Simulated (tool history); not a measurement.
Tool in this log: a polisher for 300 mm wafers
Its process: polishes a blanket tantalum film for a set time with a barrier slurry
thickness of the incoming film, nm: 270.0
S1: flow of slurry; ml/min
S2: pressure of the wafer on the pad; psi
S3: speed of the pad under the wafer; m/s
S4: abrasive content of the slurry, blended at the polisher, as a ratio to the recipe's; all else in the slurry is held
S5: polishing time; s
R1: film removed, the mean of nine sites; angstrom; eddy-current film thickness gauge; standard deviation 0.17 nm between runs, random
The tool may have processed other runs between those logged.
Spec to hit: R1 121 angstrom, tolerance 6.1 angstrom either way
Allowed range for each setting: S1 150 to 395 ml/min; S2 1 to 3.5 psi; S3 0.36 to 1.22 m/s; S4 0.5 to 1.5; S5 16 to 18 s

Run 1, hour 0: S1 250 ml/min, S2 2.2 psi, S3 0.78 m/s, S4 1, S5 18 s. Result: R1 221.48 angstrom.
Run 2, hour 8.7: S1 250 ml/min, S2 2.1 psi, S3 0.78 m/s, S4 1, S5 18 s. Result: R1 213.74 angstrom.
Run 3, hour 14.9: S1 250 ml/min, S2 2.1 psi, S3 0.7 m/s, S4 1, S5 18 s. Result: R1 186.15 angstrom.
Run 4, hour 16.4: S1 250 ml/min, S2 2 psi, S3 0.7 m/s, S4 1, S5 18 s. Result: R1 181.5 angstrom.
Run 5, hour 24.4: S1 250 ml/min, S2 1.7 psi, S3 0.7 m/s, S4 1, S5 18 s. Result: R1 154.95 angstrom.
Run 6, hour 28.4: S1 250 ml/min, S2 1.7 psi, S3 0.7 m/s, S4 0.9, S5 18 s. Result: R1 154.2 angstrom.
Run 7, hour 31.2: S1 250 ml/min, S2 1.6 psi, S3 0.7 m/s, S4 0.9, S5 18 s. Result: R1 142.54 angstrom.
Run 8, hour 33.3: S1 250 ml/min, S2 1.6 psi, S3 0.7 m/s, S4 0.9, S5 18 s. Result: R1 142.86 angstrom.

Below are 5 possible settings for the next run. Only one of them brings all results inside the allowed miss of their targets. Which is it?
Run A, hour 35.4: S1 245 ml/min, S2 1.6 psi, S3 0.7 m/s, S4 0.85, S5 17 s. Result: R1 ?.
Run B, hour 35.4: S1 290 ml/min, S2 1.8 psi, S3 0.78 m/s, S4 0.95, S5 18 s. Result: R1 ?.
Run C, hour 35.4: S1 235 ml/min, S2 1.9 psi, S3 0.54 m/s, S4 1, S5 16 s. Result: R1 ?.
Run D, hour 35.4: S1 315 ml/min, S2 2.1 psi, S3 0.66 m/s, S4 0.9, S5 18 s. Result: R1 ?.
Run E, hour 35.4: S1 250 ml/min, S2 1.5 psi, S3 0.8 m/s, S4 1.15, S5 18 s. Result: R1 ?.

move      R1
   A   134.4
   B  185.35
   C  120.44
   D  181.99
   E  164.15
A: closes in on the targets versus the last run, not all within tolerance yet
B: misses by more than the last run did
C: meets every target
D: misses by more than the last run did
E: misses by more than the last run did
The move that meets every target is C.
